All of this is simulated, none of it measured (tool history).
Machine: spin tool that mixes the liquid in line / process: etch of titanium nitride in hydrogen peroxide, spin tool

| run | hour | temperature setpoint of the liquid (K) | concentration of hydrogen peroxide in the mixed liquid (% by weight) | time under the liquid (s) | thickness taken off the titanium nitride on a monitor wafer (nm) |
|---|---|---|---|---|---|
| 1 | 0 | 326.15 | 17 | 270 | 12.985 |
| 2 | 6.2 | 329.15 | 17 | 270 | 16.133 |
| 3 | 9.6 | 327.15 | 17 | 270 | 13.891 |
| 4 | 12.7 | 325.65 | 17 | 270 | 12.592 |
| 5 | 16.5 | 325.65 | 17 | 290 | 13.567 |
| 6 | 25 | 332.15 | 17 | 290 | 21.318 |
| 7 | 28.2 | 329.65 | 17 | 290 | 17.956 |
| 8 | 34.1 | 327.15 | 17 | 290 | 15.289 |
| 9 | 40.9 | 325.15 | 17 | 290 | 13.048 |
| 10 | 46.9 | 323.65 | 17 | 290 | 11.556 |
| 11 | 54.8 | 322.15 | 17 | 290 | 10.414 |
| 12 | 60.7 | 321.15 | 17 | 290 | 9.8231 |
| 13 | 66.1 | 320.15 | 17 | 290 | 9.0749 |
| 14 | 69.8 | 319.15 | 17 | 290 | 8.4157 |
| 15 | 76.8 | 318.65 | 17 | 290 | 8.1634 |
| 16 | 84.5 | 318.15 | 17 | 290 | 7.8237 |
| 17 | 92.4 | 317.65 | 17 | 290 | 7.5221 |
| 18 | 99.9 | 317.15 | 17 | 290 | 7.2302 |

The next listed run, before its measurement:
| 19 | 106.4 | 316.65 | 17 | 290 | ? |

Run 19 measured thickness taken off the titanium nitride on a monitor wafer (nm) 6.9609.
